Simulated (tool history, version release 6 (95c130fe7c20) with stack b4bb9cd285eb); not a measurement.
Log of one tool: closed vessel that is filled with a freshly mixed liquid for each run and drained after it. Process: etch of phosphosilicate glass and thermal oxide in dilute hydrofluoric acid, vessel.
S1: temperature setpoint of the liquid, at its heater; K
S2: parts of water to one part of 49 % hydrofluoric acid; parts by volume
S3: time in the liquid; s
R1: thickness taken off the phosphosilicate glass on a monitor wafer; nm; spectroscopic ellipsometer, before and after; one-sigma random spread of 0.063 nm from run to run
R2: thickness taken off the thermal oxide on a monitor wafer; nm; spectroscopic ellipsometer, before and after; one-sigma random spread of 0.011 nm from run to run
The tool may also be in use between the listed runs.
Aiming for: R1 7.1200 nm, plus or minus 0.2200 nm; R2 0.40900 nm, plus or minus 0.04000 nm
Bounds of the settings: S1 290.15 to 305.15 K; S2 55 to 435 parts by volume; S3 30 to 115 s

run	hour	S1	S2	S3	R1	R2
1	0.0	297.15	245	60	13.5160	0.82133
2	7.2	296.15	255	60	12.5940	0.73499
3	12.1	296.15	320	60	9.3156	0.53990
4	14.4	296.15	320	70	10.8730	0.62470
5	21.8	294.65	320	70	10.4270	0.59334
# hour 26.2: hydrofluoric acid flow meter replaced
6	26.2	294.15	330	70	11.0000	0.62337
7	26.9	294.65	340	70	10.8030	0.61462
8	28.6	295.15	350	70	10.6330	0.60074
9	31.2	291.15	400	70	7.6214	0.45992
10	38.7	293.65	425	70	7.7526	0.43571
11	46.4	293.15	425	70	7.5569	0.42208

5 next moves are on the table. One of them brings every result within its allowed miss. Which?
A	54.1	292.65	415	65	?	?
B	54.1	295.15	390	60	?	?
C	54.1	291.65	410	75	?	?
D	54.1	294.65	430	70	?	?
E	54.1	296.65	420	65	?	?

move	R1	R2
A	7.0365	0.39502
B	7.6897	0.43168
C	7.9677	0.44729
D	7.7334	0.43414
E	7.9225	0.44476
A: in spec on every target
B: its largest miss is bigger than the last run's
C: its largest miss is bigger than the last run's
D: its largest miss is bigger than the last run's
E: its largest miss is bigger than the last run's
A meets every target.

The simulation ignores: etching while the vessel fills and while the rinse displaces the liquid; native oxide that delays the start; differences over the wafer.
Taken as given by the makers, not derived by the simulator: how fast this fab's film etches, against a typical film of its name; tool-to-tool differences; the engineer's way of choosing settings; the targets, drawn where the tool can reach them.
